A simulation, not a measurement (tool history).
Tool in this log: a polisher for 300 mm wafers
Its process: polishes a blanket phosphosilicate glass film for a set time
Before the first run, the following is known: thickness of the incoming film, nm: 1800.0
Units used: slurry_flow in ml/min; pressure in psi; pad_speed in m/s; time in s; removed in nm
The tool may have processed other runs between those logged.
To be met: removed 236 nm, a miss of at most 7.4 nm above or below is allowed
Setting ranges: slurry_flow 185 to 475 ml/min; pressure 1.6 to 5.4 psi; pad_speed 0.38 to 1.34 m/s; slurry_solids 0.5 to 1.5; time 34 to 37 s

run 1 hour=0 | slurry_flow=305 pressure=3.5 pad_speed=0.86 slurry_solids=1 time=37 | removed=289.35
run 2 hour=8.6 | slurry_flow=250 pressure=3.5 pad_speed=0.86 slurry_solids=1 time=37 | removed=285.98
run 3 hour=11.4 | slurry_flow=250 pressure=3.4 pad_speed=0.86 slurry_solids=1 time=37 | removed=277.19
run 4 hour=19.1 | slurry_flow=250 pressure=3.4 pad_speed=0.86 slurry_solids=1 time=37 | removed=281.33
run 5 hour=25.2 | slurry_flow=250 pressure=3.4 pad_speed=0.86 slurry_solids=1 time=37 | removed=281.68
run 6 hour=33.2 | slurry_flow=250 pressure=3.3 pad_speed=0.86 slurry_solids=1 time=37 | removed=273.72
run 7 hour=41.8 | slurry_flow=250 pressure=3.2 pad_speed=0.86 slurry_solids=1 time=37 | removed=267.44
run 8 hour=50.1 | slurry_flow=250 pressure=3.1 pad_speed=0.86 slurry_solids=1 time=37 | removed=260.36

Consider the 5 candidate settings below. Which is the only one whose results all fall within their allowed miss of target?
run A hour=58.4 | slurry_flow=245 pressure=2.9 pad_speed=0.88 slurry_solids=0.95 time=34 | removed=?
run B hour=58.4 | slurry_flow=190 pressure=2.9 pad_speed=0.86 slurry_solids=1.3 time=35 | removed=?
run C hour=58.4 | slurry_flow=255 pressure=3 pad_speed=0.92 slurry_solids=0.9 time=37 | removed=?
run D hour=58.4 | slurry_flow=275 pressure=3.1 pad_speed=0.9 slurry_solids=1.1 time=34 | removed=?
run E hour=58.4 | slurry_flow=330 pressure=3.2 pad_speed=0.76 slurry_solids=1.05 time=34 | removed=?

move=A removed=225.72
move=B removed=251.14
move=C removed=254.57
move=D removed=260.52
move=E removed=239.87
A: carries the result that was furthest off beyond its target, to the other side
B: closer than the last run, but not yet in spec
C: closer than the last run, but not yet in spec
D: just as far off the targets as the last run
E: meets every target
Answer: E
